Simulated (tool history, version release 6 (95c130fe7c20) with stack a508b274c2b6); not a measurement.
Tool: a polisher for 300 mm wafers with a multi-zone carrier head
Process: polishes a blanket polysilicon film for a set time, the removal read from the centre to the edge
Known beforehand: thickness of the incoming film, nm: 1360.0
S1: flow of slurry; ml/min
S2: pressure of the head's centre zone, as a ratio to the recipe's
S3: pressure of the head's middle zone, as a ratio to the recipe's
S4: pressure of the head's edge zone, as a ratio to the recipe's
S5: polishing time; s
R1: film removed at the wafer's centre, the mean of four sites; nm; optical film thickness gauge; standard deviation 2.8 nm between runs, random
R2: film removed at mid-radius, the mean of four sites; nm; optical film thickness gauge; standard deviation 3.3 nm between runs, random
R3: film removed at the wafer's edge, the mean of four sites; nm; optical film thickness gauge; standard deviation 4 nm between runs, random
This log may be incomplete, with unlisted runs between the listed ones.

{"run": 1, "hour": 0.0, "S1": 250, "S2": 1.0, "S3": 1.0, "S4": 1.0, "S5": 76, "R1": 470.67, "R2": 475.09, "R3": 482.56}
{"run": 2, "hour": 3.8, "S1": 250, "S2": 1.03, "S3": 0.96, "S4": 0.96, "S5": 69, "R1": 440.32, "R2": 406.75, "R3": 420.3}
{"run": 3, "hour": 8.2, "S1": 245, "S2": 1.04, "S3": 0.93, "S4": 0.92, "S5": 66, "R1": 422.82, "R2": 383.93, "R3": 400.59}
{"run": 4, "hour": 10.8, "S1": 245, "S2": 1.06, "S3": 0.91, "S4": 0.9, "S5": 63, "R1": 410.86, "R2": 362.44, "R3": 376.4}
{"run": 5, "hour": 17.8, "S1": 245, "S2": 1.06, "S3": 0.91, "S4": 0.95, "S5": 63, "R1": 408.0, "R2": 362.64, "R3": 380.63}
{"run": 6, "hour": 25.4, "S1": 240, "S2": 1.08, "S3": 0.88, "S4": 0.94, "S5": 61, "R1": 409.73, "R2": 339.18, "R3": 373.51}

For run 7, what comes out?
{"run": 7, "hour": 30.4, "S1": 240, "S2": 1.09, "S3": 0.87, "S4": 0.91, "S5": 59, "R1": "?", "R2": "?", "R3": "?"}

Run 7 measured R1 401.76 nm, R2 325.15 nm, R3 359.74 nm.
